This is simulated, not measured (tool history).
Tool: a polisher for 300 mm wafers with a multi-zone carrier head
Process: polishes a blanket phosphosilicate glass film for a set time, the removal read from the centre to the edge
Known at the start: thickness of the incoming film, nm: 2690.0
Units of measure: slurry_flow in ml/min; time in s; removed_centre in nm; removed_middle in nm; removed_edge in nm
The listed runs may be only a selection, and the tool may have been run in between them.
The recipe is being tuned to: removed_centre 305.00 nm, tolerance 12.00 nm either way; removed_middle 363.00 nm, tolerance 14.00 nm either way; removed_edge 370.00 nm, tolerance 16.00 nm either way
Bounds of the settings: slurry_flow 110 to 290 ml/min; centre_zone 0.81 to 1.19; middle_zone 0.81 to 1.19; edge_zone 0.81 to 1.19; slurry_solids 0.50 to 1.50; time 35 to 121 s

run  hour  slurry_flow  centre_zone  middle_zone  edge_zone  slurry_solids  time  removed_centre  removed_middle  removed_edge
  1   0.0          185         1.00         1.00       1.00           1.00    78          502.50          474.59        493.34
  2   1.5          175         0.95         1.00       0.99           0.85    77          428.50          430.24        429.99
  3   6.2          175         0.95         1.08       0.99           0.85    77          424.19          456.95        439.40
  4  12.4          175         0.95         1.08       0.99           0.70    77          383.90          416.13        401.06
  5  16.0          165         0.91         1.06       1.01           0.65    77          352.78          380.35        384.50
  6  23.5          155         0.89         1.07       1.01           0.65    77          338.97          386.10        380.88
  7  32.3          155         0.89         1.07       1.01           0.65    77          341.30          386.81        390.57
  8  35.0          150         0.87         1.06       1.00           0.65    77          326.53          383.13        371.56
  9  42.2          150         0.87         1.06       1.00           0.65    77          333.70          387.25        377.58
 10  43.1          145         0.86         1.05       1.01           0.65    77          327.94          375.44        387.41

Consider the 5 candidate settings below. Which is the only one whose results all fall within their allowed miss of target?
  A  44.0          165         0.90         1.15       0.93           0.70    72               ?               ?             ?
  B  44.0          125         0.81         1.11       1.02           0.70    78               ?               ?             ?
  C  44.0          160         0.85         1.08       1.05           0.60    75               ?               ?             ?
  D  44.0          140         0.91         1.01       1.07           0.70    81               ?               ?             ?
  E  44.0          145         0.94         1.08       1.01           0.65    76               ?               ?             ?

move  removed_centre  removed_middle  removed_edge
   A          331.83          401.05        364.42
   B          300.67          396.58        394.40
   C          297.04          362.58        367.67
   D          362.50          393.79        428.42
   E          340.59          376.44        376.91
A: its largest miss is bigger than the last run's
B: the worst result of the last run now meets its target, but another is out of spec
C: every result within its allowed miss
D: its largest miss is bigger than the last run's
E: its largest miss is bigger than the last run's
The move that meets every target is C.

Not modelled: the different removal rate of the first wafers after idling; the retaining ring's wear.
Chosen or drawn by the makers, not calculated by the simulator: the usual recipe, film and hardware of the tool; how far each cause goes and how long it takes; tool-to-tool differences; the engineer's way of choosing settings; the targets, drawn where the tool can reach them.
